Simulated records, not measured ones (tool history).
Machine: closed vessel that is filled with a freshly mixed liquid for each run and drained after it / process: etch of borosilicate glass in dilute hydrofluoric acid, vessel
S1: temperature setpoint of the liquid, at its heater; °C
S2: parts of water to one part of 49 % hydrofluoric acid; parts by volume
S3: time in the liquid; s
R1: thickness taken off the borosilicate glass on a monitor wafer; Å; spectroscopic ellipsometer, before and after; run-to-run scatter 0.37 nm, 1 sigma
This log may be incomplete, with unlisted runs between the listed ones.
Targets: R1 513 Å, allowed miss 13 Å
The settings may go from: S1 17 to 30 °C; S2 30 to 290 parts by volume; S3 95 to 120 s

Run 1, day 0: S1 22 °C, S2 160 parts by volume, S3 120 s. Result: R1 290.87 Å.
Run 2, day 0.321: S1 21 °C, S2 160 parts by volume, S3 120 s. Result: R1 285.4 Å.
Run 3, day 0.367: S1 22.5 °C, S2 150 parts by volume, S3 120 s. Result: R1 329.15 Å.
Run 4, day 0.658: S1 23.5 °C, S2 145 parts by volume, S3 120 s. Result: R1 349.52 Å.
Run 5, day 0.8: S1 24.5 °C, S2 140 parts by volume, S3 120 s. Result: R1 381.63 Å.
Run 6, day 1.142: S1 25.5 °C, S2 140 parts by volume, S3 120 s. Result: R1 386.48 Å.
Run 7, day 1.342: S1 26 °C, S2 135 parts by volume, S3 120 s. Result: R1 419.54 Å.
At day 1.504: hydrofluoric acid flow meter replaced.
Run 8, day 1.504: S1 26.5 °C, S2 135 parts by volume, S3 120 s. Result: R1 382.43 Å.
Run 9, day 1.642: S1 26.5 °C, S2 130 parts by volume, S3 120 s. Result: R1 401.68 Å.
Run 10, day 1.992: S1 27 °C, S2 125 parts by volume, S3 120 s. Result: R1 435.11 Å.
Run 11, day 2.217: S1 27.5 °C, S2 120 parts by volume, S3 120 s. Result: R1 461.77 Å.
Run 12, day 2.288: S1 28 °C, S2 120 parts by volume, S3 120 s. Result: R1 467.85 Å.
Run 13, day 2.592: S1 30 °C, S2 115 parts by volume, S3 120 s. Result: R1 527.48 Å.

Exercise: of the 5 proposed moves below, exactly one satisfies all targets within the stated allowed misses. Which move is it?
Run A, day 2.896: S1 29 °C, S2 115 parts by volume, S3 120 s. Result: R1 ?.
Run B, day 2.896: S1 30 °C, S2 110 parts by volume, S3 120 s. Result: R1 ?.
Run C, day 2.896: S1 30 °C, S2 125 parts by volume, S3 120 s. Result: R1 ?.
Run D, day 2.896: S1 29.5 °C, S2 110 parts by volume, S3 120 s. Result: R1 ?.
Run E, day 2.896: S1 29 °C, S2 120 parts by volume, S3 120 s. Result: R1 ?.

move      R1
   A  511.92
   B  559.33
   C  482.16
   D     549
   E  487.31
A: all results land within tolerance of their targets
B: further off than the last run
C: the result that was furthest off in the last run now lies on the other side of its target
D: further off than the last run
E: the result that was furthest off in the last run now lies on the other side of its target
Correct choice: A, which meets every target

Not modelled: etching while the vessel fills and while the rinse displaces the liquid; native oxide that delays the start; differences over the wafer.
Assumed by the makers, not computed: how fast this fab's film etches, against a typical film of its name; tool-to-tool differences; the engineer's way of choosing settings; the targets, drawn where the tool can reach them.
